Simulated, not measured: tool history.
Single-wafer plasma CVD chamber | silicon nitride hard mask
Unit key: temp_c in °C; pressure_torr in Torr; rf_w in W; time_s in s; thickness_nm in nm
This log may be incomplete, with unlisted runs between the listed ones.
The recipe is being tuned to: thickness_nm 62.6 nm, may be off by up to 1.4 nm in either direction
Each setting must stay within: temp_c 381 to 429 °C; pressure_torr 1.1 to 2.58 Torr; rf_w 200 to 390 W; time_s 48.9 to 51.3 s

{"run": 1, "hour": 0.0, "temp_c": 405, "pressure_torr": 1.84, "rf_w": 295, "time_s": 51.3, "thickness_nm": 55.688}
{"run": 2, "hour": 0.8, "temp_c": 405, "pressure_torr": 1.94, "rf_w": 300, "time_s": 51.3, "thickness_nm": 57.468}
{"run": 3, "hour": 4.7, "temp_c": 405, "pressure_torr": 1.94, "rf_w": 275, "time_s": 51.3, "thickness_nm": 54.806}
{"run": 4, "hour": 11.8, "temp_c": 400, "pressure_torr": 1.94, "rf_w": 275, "time_s": 51.3, "thickness_nm": 54.966}
{"run": 5, "hour": 20.0, "temp_c": 409, "pressure_torr": 1.94, "rf_w": 275, "time_s": 51.3, "thickness_nm": 54.721}
{"run": 6, "hour": 28.6, "temp_c": 409, "pressure_torr": 1.94, "rf_w": 275, "time_s": 48.9, "thickness_nm": 52.295}
{"run": 7, "hour": 32.9, "temp_c": 409, "pressure_torr": 2.04, "rf_w": 285, "time_s": 49, "thickness_nm": 54.899}
{"run": 8, "hour": 39.4, "temp_c": 409, "pressure_torr": 2.13, "rf_w": 290, "time_s": 49, "thickness_nm": 55.897}
{"run": 9, "hour": 45.5, "temp_c": 409, "pressure_torr": 2.19, "rf_w": 295, "time_s": 49.1, "thickness_nm": 57.137}

Which of these 4 next moves meets every target?
{"run": "A", "hour": 51.6, "temp_c": 416, "pressure_torr": 2.23, "rf_w": 330, "time_s": 50.5, "thickness_nm": "?"}
{"run": "B", "hour": 51.6, "temp_c": 426, "pressure_torr": 2.17, "rf_w": 280, "time_s": 48.9, "thickness_nm": "?"}
{"run": "C", "hour": 51.6, "temp_c": 392, "pressure_torr": 1.7, "rf_w": 320, "time_s": 50.3, "thickness_nm": "?"}
{"run": "D", "hour": 51.6, "temp_c": 397, "pressure_torr": 2.19, "rf_w": 300, "time_s": 49.1, "thickness_nm": "?"}

move=A thickness_nm=62.625
move=B thickness_nm=54.547
move=C thickness_nm=55.679
move=D thickness_nm=57.839
A: every result lands within tolerance
B: its largest miss is bigger than the last run's
C: its largest miss is bigger than the last run's
D: closes in on the targets versus the last run, not all within tolerance yet
Answer: A
